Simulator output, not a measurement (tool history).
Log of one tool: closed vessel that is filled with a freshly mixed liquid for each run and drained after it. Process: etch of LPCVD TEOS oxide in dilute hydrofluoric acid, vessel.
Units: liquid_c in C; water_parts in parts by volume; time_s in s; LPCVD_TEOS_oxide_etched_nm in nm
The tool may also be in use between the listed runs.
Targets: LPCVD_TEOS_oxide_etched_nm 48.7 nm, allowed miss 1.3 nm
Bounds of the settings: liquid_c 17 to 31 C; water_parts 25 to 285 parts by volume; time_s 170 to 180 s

run	hour	liquid_c	water_parts	time_s	LPCVD_TEOS_oxide_etched_nm
1	0	23	155	170	55.422
2	5.8	22	155	170	53.736
3	7.8	22	100	170	87.485
4	11.4	22	100	170	87.985
5	19.9	22	55	170	167.23
6	21.9	22	55	180	179
7	28.4	20.5	85	180	104.76
8	36.6	19.5	100	180	84.163
9	43.2	17	155	180	46.324
10	49.9	17.5	155	180	47.399
11	52.7	17.5	155	180	47.443

4 next moves are on the table. One of them brings every result within its allowed miss. Which?
A	55.5	17	155	180	?
B	55.5	19.5	160	170	?
C	55.5	17	145	175	?
D	55.5	17	150	170	?

move	LPCVD_TEOS_oxide_etched_nm
A	46.088
B	46.518
C	48.342
D	45.186
A: further off than the last run
B: further off than the last run
C: meets every target
D: further off than the last run
Answer: C
